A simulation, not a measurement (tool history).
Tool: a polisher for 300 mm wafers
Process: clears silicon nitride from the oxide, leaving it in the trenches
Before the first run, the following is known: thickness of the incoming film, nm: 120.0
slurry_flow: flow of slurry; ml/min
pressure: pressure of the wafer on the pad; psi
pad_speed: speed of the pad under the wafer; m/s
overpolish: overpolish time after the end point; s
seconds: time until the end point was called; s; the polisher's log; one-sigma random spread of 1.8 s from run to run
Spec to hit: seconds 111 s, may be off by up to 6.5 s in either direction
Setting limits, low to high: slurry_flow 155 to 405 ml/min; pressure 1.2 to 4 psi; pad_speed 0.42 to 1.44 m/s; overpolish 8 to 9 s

run,hour,slurry_flow,pressure,pad_speed,overpolish,seconds
1,0,260,2.6,0.92,9,148.78
2,6.1,260,2.8,0.92,9,137.42
3,7.8,260,3.1,0.92,9,127.07
4,15.8,260,3.1,0.92,9,128.74
5,16.6,260,2.5,0.92,9,150.66
6,18.5,260,2.7,0.94,9,136.66
7,24.7,260,2.8,0.94,9,133.88
8,27.9,260,2.9,0.94,9,132.5
9,36.5,260,3,0.94,9,128.3

Of the 5 settings listed for the next run, only one would bring every result within its allowed miss of target. Which one?
A,45.1,290,2.5,0.88,8,?
B,45.1,250,3.1,0.76,8,?
C,45.1,260,3.1,1.08,8,?
D,45.1,245,3.5,1.22,8,?
E,45.1,395,3,1.32,9,?

move,seconds
A,154.39
B,146.04
C,113.89
D,94.846
E,96.894
A: lands further from the targets than the last run did
B: lands further from the targets than the last run did
C: meets every target
D: takes the result that was furthest off past its target
E: takes the result that was furthest off past its target
Answer: C
